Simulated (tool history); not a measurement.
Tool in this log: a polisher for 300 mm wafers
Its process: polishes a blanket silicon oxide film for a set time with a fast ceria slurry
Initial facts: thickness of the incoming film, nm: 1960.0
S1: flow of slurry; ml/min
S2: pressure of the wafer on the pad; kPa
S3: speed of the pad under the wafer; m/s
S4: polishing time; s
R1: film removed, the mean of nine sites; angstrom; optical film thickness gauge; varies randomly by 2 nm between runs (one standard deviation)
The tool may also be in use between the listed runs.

Run 1, hour 0: S1 125 ml/min, S2 17.2 kPa, S3 1.02 m/s, S4 27 s. Result: R1 3706.9 angstrom.
Run 2, hour 3.5: S1 120 ml/min, S2 15.9 kPa, S3 1.02 m/s, S4 27 s. Result: R1 3402.8 angstrom.
Run 3, hour 6.2: S1 115 ml/min, S2 14.5 kPa, S3 1.02 m/s, S4 27 s. Result: R1 3099.6 angstrom.
Run 4, hour 10.2: S1 115 ml/min, S2 15.9 kPa, S3 1.02 m/s, S4 27 s. Result: R1 3355.1 angstrom.
Run 5, hour 17.5: S1 115 ml/min, S2 15.9 kPa, S3 1.02 m/s, S4 27 s. Result: R1 3411.1 angstrom.
At hour 24.9: worn pad replaced by a new one.
Run 6, hour 24.9: S1 115 ml/min, S2 15.9 kPa, S3 1.02 m/s, S4 24 s. Result: R1 3164.9 angstrom.
Run 7, hour 32.5: S1 115 ml/min, S2 14.5 kPa, S3 1.02 m/s, S4 24 s. Result: R1 2945.6 angstrom.

For run 8, what comes out?
Run 8, hour 35.3: S1 110 ml/min, S2 13.8 kPa, S3 1.02 m/s, S4 24 s. Result: R1 ?.

{"run 8": {"R1": 2783.2}}
